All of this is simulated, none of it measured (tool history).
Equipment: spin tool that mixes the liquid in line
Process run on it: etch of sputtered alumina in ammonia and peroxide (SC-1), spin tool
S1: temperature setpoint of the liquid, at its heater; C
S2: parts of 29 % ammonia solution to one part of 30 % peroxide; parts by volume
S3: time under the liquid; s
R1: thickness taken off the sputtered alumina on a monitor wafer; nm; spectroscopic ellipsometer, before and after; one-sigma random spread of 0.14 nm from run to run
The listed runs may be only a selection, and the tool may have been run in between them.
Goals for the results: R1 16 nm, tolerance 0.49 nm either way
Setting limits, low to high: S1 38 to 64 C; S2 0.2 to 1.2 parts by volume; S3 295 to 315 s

run    day    S1    S2   S3      R1
  1      0    48   0.7  295  8.9333
  2  0.342    49   0.7  295  9.3285
  3  0.704  43.5   0.7  295  6.9313
  4  0.833  43.5   0.7  315  7.3629
  5   0.95  43.5   0.7  315  7.2818
  6  1.075    45   0.7  315  7.9517
  7    1.2  46.5   0.7  315  8.6659
  8  1.346  47.5   0.7  315  9.4345
  9  1.383  48.5   0.7  315  9.6248
 10  1.579  56.5  0.75  315  15.285

Exactly one of the 5 candidate moves below puts every result within its allowed miss. Which one?
  A  1.775  60.5   0.3  295   ?
  B  1.775  58.5   0.9  315   ?
  C  1.775  54.5   0.9  315   ?
  D  1.775    56  1.05  295   ?
  E  1.775  61.5   0.4  295   ?

move      R1
   A  15.838
   B  16.927
   C  13.717
   D  14.115
   E  17.127
A: in spec on every target
B: takes the biggest miss from the last run beyond its target
C: lands further from the targets than the last run did
D: lands further from the targets than the last run did
E: takes the biggest miss from the last run beyond its target
The move that meets every target is A.
